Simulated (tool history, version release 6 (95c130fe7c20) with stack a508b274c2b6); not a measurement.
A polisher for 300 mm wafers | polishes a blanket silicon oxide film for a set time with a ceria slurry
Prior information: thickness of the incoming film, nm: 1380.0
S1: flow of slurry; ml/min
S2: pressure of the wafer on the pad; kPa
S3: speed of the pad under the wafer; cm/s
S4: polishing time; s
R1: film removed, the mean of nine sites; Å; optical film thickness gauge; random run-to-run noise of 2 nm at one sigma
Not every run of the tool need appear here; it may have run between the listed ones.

| run | day | S1 | S2 | S3 | S4 | R1 |
|---|---|---|---|---|---|---|
| 1 | 0.000 | 300 | 22.8 | 108 | 60 | 3277.5 |
| 2 | 0.058 | 300 | 20.7 | 106 | 60 | 2982.8 |
| 3 | 0.392 | 300 | 19.3 | 102 | 60 | 2696.1 |
| 4 | 0.642 | 300 | 15.2 | 102 | 60 | 2165.5 |
| 5 | 0.696 | 300 | 15.2 | 102 | 60 | 2095.0 |
| 6 | 0.754 | 300 | 14.5 | 102 | 60 | 2060.4 |

Predict the results of run 7:
| 7 | 0.867 | 300 | 13.8 | 102 | 60 | ? |

Run 7 measured R1 1929.1 Å.
